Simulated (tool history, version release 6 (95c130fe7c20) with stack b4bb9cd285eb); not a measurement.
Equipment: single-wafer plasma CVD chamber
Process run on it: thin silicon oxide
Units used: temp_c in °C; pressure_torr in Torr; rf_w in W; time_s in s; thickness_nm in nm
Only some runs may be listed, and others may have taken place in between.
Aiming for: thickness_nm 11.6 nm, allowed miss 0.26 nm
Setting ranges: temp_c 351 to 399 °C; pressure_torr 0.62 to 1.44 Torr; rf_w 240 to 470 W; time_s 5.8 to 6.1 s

{"run": 1, "hour": 0.0, "temp_c": 375, "pressure_torr": 1.03, "rf_w": 355, "time_s": 6.1, "thickness_nm": 15.194}
{"run": 2, "hour": 5.6, "temp_c": 375, "pressure_torr": 0.91, "rf_w": 350, "time_s": 6.09, "thickness_nm": 13.914}
{"run": 3, "hour": 11.0, "temp_c": 375, "pressure_torr": 0.83, "rf_w": 345, "time_s": 6.08, "thickness_nm": 12.916}
{"run": 4, "hour": 19.7, "temp_c": 375, "pressure_torr": 0.94, "rf_w": 345, "time_s": 6.08, "thickness_nm": 14.148}
{"run": 5, "hour": 26.8, "temp_c": 375, "pressure_torr": 0.86, "rf_w": 340, "time_s": 6.07, "thickness_nm": 13.12}
{"run": 6, "hour": 28.9, "temp_c": 375, "pressure_torr": 0.86, "rf_w": 390, "time_s": 6.07, "thickness_nm": 13.782}
{"run": 7, "hour": 37.9, "temp_c": 375, "pressure_torr": 0.86, "rf_w": 390, "time_s": 6.07, "thickness_nm": 13.74}
{"run": 8, "hour": 42.8, "temp_c": 375, "pressure_torr": 0.65, "rf_w": 380, "time_s": 6.05, "thickness_nm": 10.814}
{"run": 9, "hour": 49.2, "temp_c": 375, "pressure_torr": 0.67, "rf_w": 380, "time_s": 6.05, "thickness_nm": 11.128}
{"run": 10, "hour": 51.5, "temp_c": 375, "pressure_torr": 0.68, "rf_w": 380, "time_s": 6.05, "thickness_nm": 11.224}

Exercise: of the 5 proposed moves below, exactly one satisfies all targets within the stated allowed misses. Which move is it?
{"run": "A", "hour": 53.8, "temp_c": 364, "pressure_torr": 0.7, "rf_w": 350, "time_s": 5.8, "thickness_nm": "?"}
{"run": "B", "hour": 53.8, "temp_c": 376, "pressure_torr": 0.69, "rf_w": 440, "time_s": 5.87, "thickness_nm": "?"}
{"run": "C", "hour": 53.8, "temp_c": 370, "pressure_torr": 0.64, "rf_w": 370, "time_s": 6.1, "thickness_nm": "?"}
{"run": "D", "hour": 53.8, "temp_c": 372, "pressure_torr": 0.64, "rf_w": 380, "time_s": 5.91, "thickness_nm": "?"}
{"run": "E", "hour": 53.8, "temp_c": 376, "pressure_torr": 0.71, "rf_w": 350, "time_s": 5.84, "thickness_nm": "?"}

move=A thickness_nm=10.803
move=B thickness_nm=11.555
move=C thickness_nm=10.656
move=D thickness_nm=10.401
move=E thickness_nm=10.915
A: moves away from the targets compared with the last run
B: hits every target within its allowed miss
C: moves away from the targets compared with the last run
D: moves away from the targets compared with the last run
E: moves away from the targets compared with the last run
B meets every target.
